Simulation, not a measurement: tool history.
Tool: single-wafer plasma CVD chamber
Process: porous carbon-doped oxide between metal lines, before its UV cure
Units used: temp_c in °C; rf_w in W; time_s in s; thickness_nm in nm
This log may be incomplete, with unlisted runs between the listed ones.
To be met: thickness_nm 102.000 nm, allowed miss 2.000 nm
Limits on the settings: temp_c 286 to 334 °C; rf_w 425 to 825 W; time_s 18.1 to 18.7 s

run  hour  temp_c  rf_w  time_s  thickness_nm
  1   0.0     310   625    18.1       112.250
  2   5.2     310   705    18.1       118.360
  3  14.1     312   700    18.1       116.930
  4  18.3     312   655    18.1       112.440
  5  19.8     313   655    18.1       112.060
  6  27.6     322   655    18.1       107.610
  7  31.1     322   655    18.1       108.720
  8  39.0     323   650    18.1       106.990
  9  45.1     324   650    18.1       106.250
 10  50.4     325   650    18.1       106.310
 11  53.3     326   650    18.1       105.860
 12  60.7     327   650    18.1       105.520
 13  68.0     328   650    18.1       104.980

5 next moves are on the table. One of them brings every result within its allowed miss. Which?
  A  75.3     333   630    18.4             ?
  B  75.3     324   635    18.4             ?
  C  75.3     326   660    18.7             ?
  D  75.3     334   610    18.1             ?
  E  75.3     326   560    18.1             ?

move  thickness_nm
   A       102.180
   B       106.610
   C       109.410
   D        98.609
   E        97.921
A: all results land within tolerance of their targets
B: the biggest miss grows against the last run
C: the biggest miss grows against the last run
D: takes the biggest miss from the last run beyond its target
E: takes the biggest miss from the last run beyond its target
The right move is A.
